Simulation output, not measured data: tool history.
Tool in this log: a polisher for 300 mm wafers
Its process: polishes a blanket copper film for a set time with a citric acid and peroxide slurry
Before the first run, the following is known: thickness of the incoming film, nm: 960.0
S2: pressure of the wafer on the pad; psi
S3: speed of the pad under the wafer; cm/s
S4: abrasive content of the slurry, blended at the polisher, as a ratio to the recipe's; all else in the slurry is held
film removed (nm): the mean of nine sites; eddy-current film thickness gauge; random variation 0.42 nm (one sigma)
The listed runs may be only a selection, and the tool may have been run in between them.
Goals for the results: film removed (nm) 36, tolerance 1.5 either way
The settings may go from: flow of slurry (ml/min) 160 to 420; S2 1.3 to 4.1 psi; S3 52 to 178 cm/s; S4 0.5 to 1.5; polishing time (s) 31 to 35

run 1 hour=0 | flow_of_slurry_(ml/min)=270 S2=2.7 S3=114 S4=1 polishing_time_(s)=35 | film_removed_(nm)=87.095
run 2 hour=5 | flow_of_slurry_(ml/min)=270 S2=2.7 S3=114 S4=1 polishing_time_(s)=35 | film_removed_(nm)=86.244
run 3 hour=7.6 | flow_of_slurry_(ml/min)=270 S2=2.7 S3=114 S4=1.2 polishing_time_(s)=35 | film_removed_(nm)=90.216
run 4 hour=13.1 | flow_of_slurry_(ml/min)=270 S2=2.7 S3=134 S4=1.2 polishing_time_(s)=35 | film_removed_(nm)=103.92
run 5 hour=20.5 | flow_of_slurry_(ml/min)=270 S2=2.3 S3=134 S4=1.2 polishing_time_(s)=35 | film_removed_(nm)=90.753
run 6 hour=29.1 | flow_of_slurry_(ml/min)=270 S2=2 S3=134 S4=1.2 polishing_time_(s)=35 | film_removed_(nm)=78.979
run 7 hour=33.2 | flow_of_slurry_(ml/min)=270 S2=2 S3=134 S4=1.2 polishing_time_(s)=35 | film_removed_(nm)=79.247
run 8 hour=37.1 | flow_of_slurry_(ml/min)=270 S2=1.8 S3=118 S4=1.2 polishing_time_(s)=35 | film_removed_(nm)=64.159
run 9 hour=45.4 | flow_of_slurry_(ml/min)=270 S2=1.7 S3=106 S4=1.2 polishing_time_(s)=35 | film_removed_(nm)=52.756
run 10 hour=50.7 | flow_of_slurry_(ml/min)=270 S2=1.3 S3=84 S4=1.2 polishing_time_(s)=35 | film_removed_(nm)=33.74

Pick the move, out of 4, that brings all results within their allowed miss; only one does.
run A hour=56 | flow_of_slurry_(ml/min)=170 S2=1.9 S3=62 S4=1.25 polishing_time_(s)=31 | film_removed_(nm)=?
run B hour=56 | flow_of_slurry_(ml/min)=280 S2=1.6 S3=70 S4=1.15 polishing_time_(s)=34 | film_removed_(nm)=?
run C hour=56 | flow_of_slurry_(ml/min)=265 S2=1.4 S3=86 S4=1.15 polishing_time_(s)=35 | film_removed_(nm)=?
run D hour=56 | flow_of_slurry_(ml/min)=350 S2=1.4 S3=102 S4=1.05 polishing_time_(s)=33 | film_removed_(nm)=?

move=A film_removed_(nm)=30.27
move=B film_removed_(nm)=32.847
move=C film_removed_(nm)=35.987
move=D film_removed_(nm)=39.813
A: moves away from the targets compared with the last run
B: moves away from the targets compared with the last run
C: hits every target within its allowed miss
D: takes the result that was furthest off past its target
Correct choice: C, which meets every target

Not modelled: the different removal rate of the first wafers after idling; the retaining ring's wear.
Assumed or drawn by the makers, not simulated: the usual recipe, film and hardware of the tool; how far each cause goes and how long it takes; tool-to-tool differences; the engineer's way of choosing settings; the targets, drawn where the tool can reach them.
